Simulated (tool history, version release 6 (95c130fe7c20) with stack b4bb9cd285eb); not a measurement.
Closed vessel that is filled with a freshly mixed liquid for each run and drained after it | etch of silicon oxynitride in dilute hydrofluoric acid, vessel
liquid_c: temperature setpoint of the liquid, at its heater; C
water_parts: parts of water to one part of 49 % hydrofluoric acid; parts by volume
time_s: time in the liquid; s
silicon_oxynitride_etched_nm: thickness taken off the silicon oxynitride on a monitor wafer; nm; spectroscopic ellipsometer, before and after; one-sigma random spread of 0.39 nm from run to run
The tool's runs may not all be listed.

{"run": 1, "hour": 0.0, "liquid_c": 25, "water_parts": 110, "time_s": 2765, "silicon_oxynitride_etched_nm": 56.243}
{"run": 2, "hour": 7.6, "liquid_c": 25, "water_parts": 135, "time_s": 2765, "silicon_oxynitride_etched_nm": 45.536}
{"run": 3, "hour": 11.3, "liquid_c": 26, "water_parts": 135, "time_s": 2765, "silicon_oxynitride_etched_nm": 47.929}
{"run": 4, "hour": 16.0, "liquid_c": 23.5, "water_parts": 135, "time_s": 2765, "silicon_oxynitride_etched_nm": 42.327}
{"run": 5, "hour": 22.8, "liquid_c": 23.5, "water_parts": 135, "time_s": 2765, "silicon_oxynitride_etched_nm": 42.648}
{"run": 6, "hour": 28.5, "liquid_c": 24.5, "water_parts": 135, "time_s": 2765, "silicon_oxynitride_etched_nm": 44.393}
{"run": 7, "hour": 34.3, "liquid_c": 25.5, "water_parts": 135, "time_s": 2765, "silicon_oxynitride_etched_nm": 46.76}
{"run": 8, "hour": 40.0, "liquid_c": 26, "water_parts": 135, "time_s": 2765, "silicon_oxynitride_etched_nm": 47.42}

The next listed run, before its measurement:
{"run": 9, "hour": 48.8, "liquid_c": 26.5, "water_parts": 135, "time_s": 2765, "silicon_oxynitride_etched_nm": "?"}

silicon_oxynitride_etched_nm: 48.703 nm
